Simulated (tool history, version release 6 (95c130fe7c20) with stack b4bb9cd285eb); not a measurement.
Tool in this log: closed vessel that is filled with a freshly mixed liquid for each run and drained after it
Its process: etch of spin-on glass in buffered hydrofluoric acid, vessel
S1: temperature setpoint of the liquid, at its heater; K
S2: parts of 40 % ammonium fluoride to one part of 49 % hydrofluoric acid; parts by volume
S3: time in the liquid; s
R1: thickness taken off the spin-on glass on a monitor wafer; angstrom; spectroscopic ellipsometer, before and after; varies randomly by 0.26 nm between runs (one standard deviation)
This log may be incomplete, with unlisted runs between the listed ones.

run  hour      S1    S2  S3      R1
  1     0  298.15    23  30  537.75
  2   5.2  296.65    23  30  496.25
  3  13.7  295.65    23  30  472.84
  4  15.3  299.15    23  30  568.51
  5  19.5  299.15  17.5  30  718.11
  6  26.2  297.15  17.5  30  643.92
  7  27.1  295.65  18.5  30  561.05
  8  35.7  294.65  19.5  30  502.61
  9  42.5  293.65    20  30  466.95

Run 10 is up next; what results do you expect?
 10  44.7  293.15  20.5  30   ?

R1: 448.7 angstrom
